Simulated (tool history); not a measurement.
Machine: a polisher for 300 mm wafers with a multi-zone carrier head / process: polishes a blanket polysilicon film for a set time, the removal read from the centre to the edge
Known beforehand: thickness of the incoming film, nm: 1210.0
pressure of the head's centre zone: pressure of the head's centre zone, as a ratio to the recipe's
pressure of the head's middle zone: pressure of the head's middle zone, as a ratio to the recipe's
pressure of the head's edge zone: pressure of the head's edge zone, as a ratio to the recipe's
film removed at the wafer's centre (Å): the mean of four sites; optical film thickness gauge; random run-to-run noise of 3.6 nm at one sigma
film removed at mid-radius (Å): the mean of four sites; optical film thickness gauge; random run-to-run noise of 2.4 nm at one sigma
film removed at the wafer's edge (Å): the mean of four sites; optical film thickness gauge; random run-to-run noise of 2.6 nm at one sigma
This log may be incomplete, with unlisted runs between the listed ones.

run,hour,flow of slurry (ml/min),pressure of the head's centre zone,pressure of the head's middle zone,pressure of the head's edge zone,polishing time (s),film removed at the wafer's centre (Å),film removed at mid-radius (Å),film removed at the wafer's edge (Å)
1,0.0,225,1.00,1.00,1.00,56,4140.0,4214.7,4082.6
2,2.5,225,1.00,1.00,1.00,67,4955.3,5001.1,4846.0
3,11.5,225,1.00,0.96,1.00,67,4782.7,4852.3,4862.6
4,15.4,265,1.00,0.96,1.00,67,5020.3,4982.0,5020.8
5,16.1,240,0.97,0.98,0.95,60,4341.3,4497.2,4232.0
6,23.9,240,0.91,0.98,0.95,60,4083.0,4475.0,4314.7
7,27.6,210,0.89,1.08,0.85,44,2790.5,3475.9,2968.8
# hour 33.3: slurry nozzle cleaned
8,33.3,200,0.90,1.08,0.84,44,2925.0,3549.7,3080.8

Forecast run 9:
9,34.3,215,0.90,1.08,0.83,43,?,?,?

Run 9 came out at film removed at the wafer's centre (Å) 2911.3, film removed at mid-radius (Å) 3543.3, film removed at the wafer's edge (Å) 2930.7.
